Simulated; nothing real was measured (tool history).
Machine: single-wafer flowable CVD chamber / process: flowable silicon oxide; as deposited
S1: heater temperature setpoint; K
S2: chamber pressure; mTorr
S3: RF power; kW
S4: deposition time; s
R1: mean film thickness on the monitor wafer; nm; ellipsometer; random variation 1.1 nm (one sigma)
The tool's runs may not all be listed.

run 1 hour=0.0 | S1=368.15 S2=609 S3=2.090 S4=592 | R1=309.69
run 2 hour=2.4 | S1=377.15 S2=609 S3=2.090 S4=592 | R1=220.41
run 3 hour=10.6 | S1=378.15 S2=609 S3=2.090 S4=592 | R1=213.81
run 4 hour=13.7 | S1=379.15 S2=609 S3=2.090 S4=592 | R1=204.02
run 5 hour=19.8 | S1=387.15 S2=609 S3=2.090 S4=592 | R1=155.15
run 6 hour=23.6 | S1=386.15 S2=609 S3=2.090 S4=592 | R1=160.72
run 7 hour=31.1 | S1=385.15 S2=609 S3=2.090 S4=592 | R1=165.61

Run 8 is up next; what results do you expect?
run 8 hour=32.8 | S1=384.15 S2=609 S3=2.090 S4=592 | R1=?

R1: 170.51 nm
